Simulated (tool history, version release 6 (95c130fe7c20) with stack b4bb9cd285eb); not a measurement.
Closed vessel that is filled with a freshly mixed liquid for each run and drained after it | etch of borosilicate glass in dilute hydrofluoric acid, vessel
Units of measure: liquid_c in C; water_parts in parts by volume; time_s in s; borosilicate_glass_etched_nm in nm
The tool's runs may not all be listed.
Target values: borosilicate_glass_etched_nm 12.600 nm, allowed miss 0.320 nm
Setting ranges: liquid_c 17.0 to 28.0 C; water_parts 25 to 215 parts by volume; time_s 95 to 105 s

Run 1, hour 0.0: liquid_c 20.0 C, water_parts 120 parts by volume, time_s 95 s. Result: borosilicate_glass_etched_nm 17.816 nm.
Run 2, hour 3.9: liquid_c 19.5 C, water_parts 125 parts by volume, time_s 95 s. Result: borosilicate_glass_etched_nm 16.839 nm.
Run 3, hour 6.4: liquid_c 19.0 C, water_parts 130 parts by volume, time_s 95 s. Result: borosilicate_glass_etched_nm 15.649 nm.
Run 4, hour 11.8: liquid_c 18.5 C, water_parts 135 parts by volume, time_s 95 s. Result: borosilicate_glass_etched_nm 14.700 nm.
Run 5, hour 15.4: liquid_c 18.5 C, water_parts 135 parts by volume, time_s 105 s. Result: borosilicate_glass_etched_nm 16.269 nm.
Run 6, hour 22.6: liquid_c 18.0 C, water_parts 140 parts by volume, time_s 105 s. Result: borosilicate_glass_etched_nm 15.335 nm.
Run 7, hour 27.5: liquid_c 18.0 C, water_parts 145 parts by volume, time_s 105 s. Result: borosilicate_glass_etched_nm 14.644 nm.
Run 8, hour 29.3: liquid_c 17.5 C, water_parts 150 parts by volume, time_s 105 s. Result: borosilicate_glass_etched_nm 13.881 nm.
Run 9, hour 38.6: liquid_c 17.0 C, water_parts 155 parts by volume, time_s 105 s. Result: borosilicate_glass_etched_nm 13.054 nm.

Consider the 5 candidate settings below. Which is the only one whose results all fall within their allowed miss of target?
Run A, hour 47.9: liquid_c 17.0 C, water_parts 155 parts by volume, time_s 95 s. Result: borosilicate_glass_etched_nm ?.
Run B, hour 47.9: liquid_c 18.0 C, water_parts 165 parts by volume, time_s 100 s. Result: borosilicate_glass_etched_nm ?.
Run C, hour 47.9: liquid_c 17.0 C, water_parts 165 parts by volume, time_s 105 s. Result: borosilicate_glass_etched_nm ?.
Run D, hour 47.9: liquid_c 17.0 C, water_parts 160 parts by volume, time_s 105 s. Result: borosilicate_glass_etched_nm ?.
Run E, hour 47.9: liquid_c 17.0 C, water_parts 170 parts by volume, time_s 105 s. Result: borosilicate_glass_etched_nm ?.

move  borosilicate_glass_etched_nm
   A                        11.725
   B                        11.958
   C                        12.058
   D                        12.494
   E                        11.648
A: pushes the last run's worst result past its target
B: pushes the last run's worst result past its target
C: pushes the last run's worst result past its target
D: each result inside its tolerance
E: pushes the last run's worst result past its target
The right move is D.
